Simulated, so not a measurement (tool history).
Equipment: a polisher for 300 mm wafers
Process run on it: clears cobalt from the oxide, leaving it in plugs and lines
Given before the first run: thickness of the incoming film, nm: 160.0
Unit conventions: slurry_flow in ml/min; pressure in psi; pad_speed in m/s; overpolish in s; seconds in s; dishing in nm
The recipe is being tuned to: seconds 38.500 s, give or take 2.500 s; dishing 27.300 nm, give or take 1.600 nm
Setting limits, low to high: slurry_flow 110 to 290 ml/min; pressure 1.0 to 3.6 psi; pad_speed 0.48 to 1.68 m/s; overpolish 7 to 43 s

{"run": 1, "hour": 0.0, "slurry_flow": 185, "pressure": 2.3, "pad_speed": 1.08, "overpolish": 22, "seconds": 23.739, "dishing": 60.884}
{"run": 2, "hour": 5.9, "slurry_flow": 180, "pressure": 2.1, "pad_speed": 1.06, "overpolish": 19, "seconds": 25.308, "dishing": 57.954}
{"run": 3, "hour": 10.3, "slurry_flow": 180, "pressure": 2.1, "pad_speed": 1.06, "overpolish": 14, "seconds": 25.511, "dishing": 49.647}
{"run": 4, "hour": 18.4, "slurry_flow": 180, "pressure": 2.1, "pad_speed": 1.06, "overpolish": 20, "seconds": 25.473, "dishing": 58.185}
{"run": 5, "hour": 24.0, "slurry_flow": 215, "pressure": 2.1, "pad_speed": 1.06, "overpolish": 20, "seconds": 25.809, "dishing": 59.85}
{"run": 6, "hour": 30.6, "slurry_flow": 215, "pressure": 2.1, "pad_speed": 0.84, "overpolish": 20, "seconds": 28.948, "dishing": 53.914}
{"run": 7, "hour": 37.5, "slurry_flow": 195, "pressure": 1.7, "pad_speed": 0.54, "overpolish": 10, "seconds": 43.915, "dishing": 26.686}
{"run": 8, "hour": 43.6, "slurry_flow": 195, "pressure": 1.8, "pad_speed": 0.54, "overpolish": 10, "seconds": 41.117, "dishing": 26.798}

Below are 4 possible settings for the next run. Only one of them brings all results inside the allowed miss of their targets. Which is it?
{"run": "A", "hour": 49.7, "slurry_flow": 165, "pressure": 1.3, "pad_speed": 0.64, "overpolish": 13, "seconds": "?", "dishing": "?"}
{"run": "B", "hour": 49.7, "slurry_flow": 240, "pressure": 1.2, "pad_speed": 0.7, "overpolish": 12, "seconds": "?", "dishing": "?"}
{"run": "C", "hour": 49.7, "slurry_flow": 215, "pressure": 1.5, "pad_speed": 0.56, "overpolish": 13, "seconds": "?", "dishing": "?"}
{"run": "D", "hour": 49.7, "slurry_flow": 185, "pressure": 1.4, "pad_speed": 0.8, "overpolish": 9, "seconds": "?", "dishing": "?"}

move=A seconds=46.394 dishing=30.948
move=B seconds=43.801 dishing=30.426
move=C seconds=44.861 dishing=31.734
move=D seconds=38.484 dishing=26.909
A: further off than the last run
B: further off than the last run
C: further off than the last run
D: in spec on every target
Correct choice: D, which meets every target

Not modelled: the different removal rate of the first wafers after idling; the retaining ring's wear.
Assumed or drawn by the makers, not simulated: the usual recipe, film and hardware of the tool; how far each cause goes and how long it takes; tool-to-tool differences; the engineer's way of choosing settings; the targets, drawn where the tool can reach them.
